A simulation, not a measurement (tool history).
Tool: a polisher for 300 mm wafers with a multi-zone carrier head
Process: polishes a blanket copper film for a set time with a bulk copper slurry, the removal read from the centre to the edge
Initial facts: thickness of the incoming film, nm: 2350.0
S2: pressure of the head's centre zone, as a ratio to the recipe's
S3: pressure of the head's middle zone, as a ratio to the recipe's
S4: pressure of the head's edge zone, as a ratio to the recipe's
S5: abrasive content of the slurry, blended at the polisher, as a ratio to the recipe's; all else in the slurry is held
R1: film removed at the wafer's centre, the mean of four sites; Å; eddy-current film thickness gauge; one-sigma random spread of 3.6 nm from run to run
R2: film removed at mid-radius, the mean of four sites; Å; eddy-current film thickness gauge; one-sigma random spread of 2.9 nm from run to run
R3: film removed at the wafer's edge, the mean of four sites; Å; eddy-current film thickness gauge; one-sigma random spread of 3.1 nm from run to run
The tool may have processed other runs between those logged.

Run 1, hour 0.0: flow of slurry (ml/min) 180, S2 1.00, S3 1.00, S4 1.00, S5 1.00, polishing time (s) 37. Result: R1 2872.3 Å, R2 2928.0 Å, R3 2851.0 Å.
Run 2, hour 7.3: flow of slurry (ml/min) 195, S2 1.02, S3 1.02, S4 1.05, S5 1.15, polishing time (s) 38. Result: R1 3214.5 Å, R2 3220.0 Å, R3 3117.5 Å.
Run 3, hour 10.8: flow of slurry (ml/min) 205, S2 1.02, S3 1.03, S4 1.09, S5 1.25, polishing time (s) 39. Result: R1 3311.0 Å, R2 3370.4 Å, R3 3331.0 Å.
Run 4, hour 17.0: flow of slurry (ml/min) 220, S2 1.04, S3 1.04, S4 1.12, S5 1.35, polishing time (s) 39. Result: R1 3468.2 Å, R2 3484.8 Å, R3 3454.2 Å.
Run 5, hour 23.4: flow of slurry (ml/min) 230, S2 1.05, S3 1.05, S4 1.14, S5 1.40, polishing time (s) 39. Result: R1 3572.2 Å, R2 3618.4 Å, R3 3571.6 Å.
Run 6, hour 30.8: flow of slurry (ml/min) 230, S2 1.13, S3 1.05, S4 1.14, S5 1.40, polishing time (s) 39. Result: R1 3837.2 Å, R2 3532.8 Å, R3 3556.9 Å.
Run 7, hour 35.5: flow of slurry (ml/min) 240, S2 1.12, S3 1.06, S4 1.16, S5 1.45, polishing time (s) 39. Result: R1 3736.5 Å, R2 3606.7 Å, R3 3578.6 Å.
Run 8, hour 37.2: flow of slurry (ml/min) 245, S2 1.12, S3 1.06, S4 1.17, S5 1.45, polishing time (s) 40. Result: R1 3952.2 Å, R2 3761.2 Å, R3 3778.1 Å.

Forecast run 9:
Run 9, hour 38.5: flow of slurry (ml/min) 250, S2 1.11, S3 1.07, S4 1.17, S5 1.45, polishing time (s) 40. Result: R1 ?, R2 ?, R3 ?.

Run 9 gave R1 3903.6 Å, R2 3770.4 Å, R3 3731.5 Å.
